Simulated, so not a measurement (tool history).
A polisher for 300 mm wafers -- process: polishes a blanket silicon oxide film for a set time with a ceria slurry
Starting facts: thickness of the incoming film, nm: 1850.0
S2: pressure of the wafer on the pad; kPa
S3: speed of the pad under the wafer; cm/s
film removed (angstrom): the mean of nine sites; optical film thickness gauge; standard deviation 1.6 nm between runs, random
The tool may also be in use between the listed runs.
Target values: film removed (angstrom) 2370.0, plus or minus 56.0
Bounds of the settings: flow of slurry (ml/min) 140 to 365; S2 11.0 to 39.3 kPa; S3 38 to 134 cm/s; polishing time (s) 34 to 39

{"run": 1, "hour": 0.0, "flow of slurry (ml/min)": 235, "S2": 24.8, "S3": 86, "polishing time (s)": 39, "film removed (angstrom)": 1622.4}
{"run": 2, "hour": 2.9, "flow of slurry (ml/min)": 235, "S2": 24.8, "S3": 76, "polishing time (s)": 39, "film removed (angstrom)": 1458.4}
{"run": 3, "hour": 11.6, "flow of slurry (ml/min)": 245, "S2": 28.3, "S3": 76, "polishing time (s)": 39, "film removed (angstrom)": 1627.6}
{"run": 4, "hour": 16.4, "flow of slurry (ml/min)": 245, "S2": 31.7, "S3": 76, "polishing time (s)": 39, "film removed (angstrom)": 1792.1}
{"run": 5, "hour": 21.9, "flow of slurry (ml/min)": 250, "S2": 34.5, "S3": 78, "polishing time (s)": 39, "film removed (angstrom)": 1981.0}
{"run": 6, "hour": 27.1, "flow of slurry (ml/min)": 250, "S2": 35.9, "S3": 80, "polishing time (s)": 39, "film removed (angstrom)": 2104.5}
{"run": 7, "hour": 34.7, "flow of slurry (ml/min)": 250, "S2": 37.2, "S3": 80, "polishing time (s)": 39, "film removed (angstrom)": 2175.1}
{"run": 8, "hour": 39.0, "flow of slurry (ml/min)": 255, "S2": 37.9, "S3": 80, "polishing time (s)": 39, "film removed (angstrom)": 2228.7}
{"run": 9, "hour": 42.6, "flow of slurry (ml/min)": 255, "S2": 38.6, "S3": 80, "polishing time (s)": 39, "film removed (angstrom)": 2241.4}
{"run": 10, "hour": 44.9, "flow of slurry (ml/min)": 255, "S2": 38.6, "S3": 82, "polishing time (s)": 39, "film removed (angstrom)": 2290.4}

5 next moves are on the table. One of them brings every result within its allowed miss. Which?
{"run": "A", "hour": 47.2, "flow of slurry (ml/min)": 300, "S2": 36.5, "S3": 94, "polishing time (s)": 35, "film removed (angstrom)": "?"}
{"run": "B", "hour": 47.2, "flow of slurry (ml/min)": 200, "S2": 37.2, "S3": 96, "polishing time (s)": 34, "film removed (angstrom)": "?"}
{"run": "C", "hour": 47.2, "flow of slurry (ml/min)": 295, "S2": 39.3, "S3": 80, "polishing time (s)": 36, "film removed (angstrom)": "?"}
{"run": "D", "hour": 47.2, "flow of slurry (ml/min)": 235, "S2": 38.6, "S3": 88, "polishing time (s)": 38, "film removed (angstrom)": "?"}
{"run": "E", "hour": 47.2, "flow of slurry (ml/min)": 265, "S2": 39.3, "S3": 80, "polishing time (s)": 38, "film removed (angstrom)": "?"}

move=A film_removed_(angstrom)=2228.5
move=B film_removed_(angstrom)=2160.4
move=C film_removed_(angstrom)=2124.9
move=D film_removed_(angstrom)=2349.3
move=E film_removed_(angstrom)=2222.9
A: misses by more than the last run did
B: misses by more than the last run did
C: misses by more than the last run did
D: all results in spec
E: misses by more than the last run did
So the answer is move D, the one that meets all the targets.
